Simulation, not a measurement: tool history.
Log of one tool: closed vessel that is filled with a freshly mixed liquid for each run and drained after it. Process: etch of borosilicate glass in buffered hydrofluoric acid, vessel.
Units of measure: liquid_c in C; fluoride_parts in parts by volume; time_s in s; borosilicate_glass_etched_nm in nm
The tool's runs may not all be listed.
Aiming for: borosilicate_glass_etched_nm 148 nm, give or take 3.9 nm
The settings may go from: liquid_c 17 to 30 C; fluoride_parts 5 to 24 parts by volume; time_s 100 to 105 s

run,day,liquid_c,fluoride_parts,time_s,borosilicate_glass_etched_nm
1,0,22,14.5,100,74.794
2,0.15,23.5,13.5,100,87.187
3,0.458,23.5,11,100,106.83
4,0.812,24.5,11,100,112.81
5,0.867,24.5,14,100,88.8
6,1.017,24.5,14,100,88.587
7,1.288,25.5,13.5,100,96.899
8,1.612,26.5,13,100,106.8
9,1.725,27,12.5,100,113.79
10,1.938,30,10.5,100,158.32
11,2.054,29.5,10.5,100,153.86

Which single option among these 4 for the next run brings every result within its allowed miss of target? Just one does.
A,2.171,28,9,100,?
B,2.171,29.5,11.5,105,?
C,2.171,27.5,8.5,100,?
D,2.171,22,7,105,?

move,borosilicate_glass_etched_nm
A,160.44
B,148.36
C,166.45
D,161.7
A: the biggest miss grows against the last run
B: each result inside its tolerance
C: the biggest miss grows against the last run
D: the biggest miss grows against the last run
B is the move that brings every result within its allowed miss.

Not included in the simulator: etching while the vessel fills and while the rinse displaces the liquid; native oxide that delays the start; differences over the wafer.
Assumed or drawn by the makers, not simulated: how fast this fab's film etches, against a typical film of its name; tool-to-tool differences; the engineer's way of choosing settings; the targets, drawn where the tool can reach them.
